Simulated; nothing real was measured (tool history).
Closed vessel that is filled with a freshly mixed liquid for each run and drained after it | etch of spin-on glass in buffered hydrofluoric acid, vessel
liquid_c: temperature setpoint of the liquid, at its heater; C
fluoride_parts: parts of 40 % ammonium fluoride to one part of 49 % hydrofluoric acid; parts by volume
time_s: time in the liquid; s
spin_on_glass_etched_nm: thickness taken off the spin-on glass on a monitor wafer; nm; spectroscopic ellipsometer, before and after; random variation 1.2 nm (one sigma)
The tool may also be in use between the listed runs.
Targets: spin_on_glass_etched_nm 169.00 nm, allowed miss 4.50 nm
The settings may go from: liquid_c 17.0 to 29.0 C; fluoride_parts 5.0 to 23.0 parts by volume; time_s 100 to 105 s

run 1 hour=0.0 | liquid_c=21.0 fluoride_parts=14.0 time_s=100 | spin_on_glass_etched_nm=220.45
run 2 hour=4.1 | liquid_c=21.0 fluoride_parts=17.0 time_s=100 | spin_on_glass_etched_nm=184.47
run 3 hour=7.3 | liquid_c=24.0 fluoride_parts=17.0 time_s=100 | spin_on_glass_etched_nm=214.14
run 4 hour=15.9 | liquid_c=23.0 fluoride_parts=17.0 time_s=100 | spin_on_glass_etched_nm=204.68
run 5 hour=22.8 | liquid_c=23.0 fluoride_parts=18.5 time_s=100 | spin_on_glass_etched_nm=192.28
run 6 hour=25.1 | liquid_c=22.5 fluoride_parts=18.5 time_s=100 | spin_on_glass_etched_nm=189.07
run 7 hour=26.4 | liquid_c=22.0 fluoride_parts=18.5 time_s=100 | spin_on_glass_etched_nm=181.55
run 8 hour=30.5 | liquid_c=21.5 fluoride_parts=18.5 time_s=100 | spin_on_glass_etched_nm=176.76

5 next moves are on the table. One of them brings every result within its allowed miss. Which?
run A hour=34.6 | liquid_c=22.0 fluoride_parts=19.0 time_s=105 | spin_on_glass_etched_nm=?
run B hour=34.6 | liquid_c=22.5 fluoride_parts=17.5 time_s=100 | spin_on_glass_etched_nm=?
run C hour=34.6 | liquid_c=22.5 fluoride_parts=18.5 time_s=100 | spin_on_glass_etched_nm=?
run D hour=34.6 | liquid_c=21.5 fluoride_parts=18.0 time_s=100 | spin_on_glass_etched_nm=?
run E hour=34.6 | liquid_c=19.0 fluoride_parts=16.5 time_s=100 | spin_on_glass_etched_nm=?

move=A spin_on_glass_etched_nm=185.45
move=B spin_on_glass_etched_nm=193.50
move=C spin_on_glass_etched_nm=184.94
move=D spin_on_glass_etched_nm=178.30
move=E spin_on_glass_etched_nm=168.65
A: further off than the last run
B: further off than the last run
C: further off than the last run
D: further off than the last run
E: meets every target
Answer: E
